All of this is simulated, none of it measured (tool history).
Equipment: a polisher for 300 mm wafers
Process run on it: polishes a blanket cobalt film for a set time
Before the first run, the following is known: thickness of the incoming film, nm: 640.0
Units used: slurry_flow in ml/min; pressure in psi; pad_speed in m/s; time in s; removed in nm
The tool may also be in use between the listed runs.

| run | hour | slurry_flow | pressure | pad_speed | time | removed |
|---|---|---|---|---|---|---|
| 1 | 0.0 | 265 | 2.1 | 1.08 | 30 | 188.59 |
| 2 | 5.5 | 265 | 2.1 | 1.22 | 30 | 203.39 |
| 3 | 9.5 | 210 | 2.1 | 1.22 | 30 | 198.60 |
| 4 | 13.1 | 210 | 1.7 | 1.22 | 30 | 162.56 |
| 5 | 19.6 | 210 | 1.9 | 1.22 | 30 | 178.43 |
| 6 | 26.6 | 205 | 1.8 | 1.22 | 30 | 168.71 |
| 7 | 31.9 | 200 | 1.2 | 1.20 | 30 | 114.27 |

Estimate the outcome of run 8 from the log above:
| 8 | 38.3 | 205 | 1.2 | 1.20 | 30 | ? |

removed: 116.03 nm
